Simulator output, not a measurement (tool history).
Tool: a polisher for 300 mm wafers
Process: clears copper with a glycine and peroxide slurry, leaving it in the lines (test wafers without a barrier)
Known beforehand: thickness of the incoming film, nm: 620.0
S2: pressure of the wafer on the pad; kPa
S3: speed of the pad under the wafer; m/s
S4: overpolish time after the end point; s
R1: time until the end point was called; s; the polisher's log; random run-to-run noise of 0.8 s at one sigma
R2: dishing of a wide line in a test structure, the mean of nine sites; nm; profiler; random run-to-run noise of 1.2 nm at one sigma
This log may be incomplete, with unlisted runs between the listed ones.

{"run": 1, "hour": 0.0, "flow of slurry (ml/min)": 135, "S2": 14.5, "S3": 1.02, "S4": 26, "R1": 146.24, "R2": 71.323}
{"run": 2, "hour": 7.0, "flow of slurry (ml/min)": 145, "S2": 16.5, "S3": 1.04, "S4": 25, "R1": 127.96, "R2": 76.28}
{"run": 3, "hour": 13.3, "flow of slurry (ml/min)": 115, "S2": 16.5, "S3": 1.04, "S4": 25, "R1": 134.96, "R2": 72.545}
{"run": 4, "hour": 20.8, "flow of slurry (ml/min)": 130, "S2": 17.9, "S3": 1.06, "S4": 25, "R1": 119.17, "R2": 81.153}
{"run": 5, "hour": 27.9, "flow of slurry (ml/min)": 145, "S2": 19.3, "S3": 1.06, "S4": 24, "R1": 111.24, "R2": 82.154}
{"run": 6, "hour": 29.7, "flow of slurry (ml/min)": 150, "S2": 20, "S3": 1.08, "S4": 24, "R1": 105.62, "R2": 87.454}
{"run": 7, "hour": 34.1, "flow of slurry (ml/min)": 155, "S2": 20.7, "S3": 1.1, "S4": 24, "R1": 100.95, "R2": 91.251}
{"run": 8, "hour": 39.5, "flow of slurry (ml/min)": 160, "S2": 21.4, "S3": 1.12, "S4": 24, "R1": 95.068, "R2": 91.368}

What will run 9 give?
{"run": 9, "hour": 43.4, "flow of slurry (ml/min)": 160, "S2": 21.4, "S3": 1.14, "S4": 24, "R1": "?", "R2": "?"}

{"run 9": {"R1": 93.343, "R2": 95.386}}
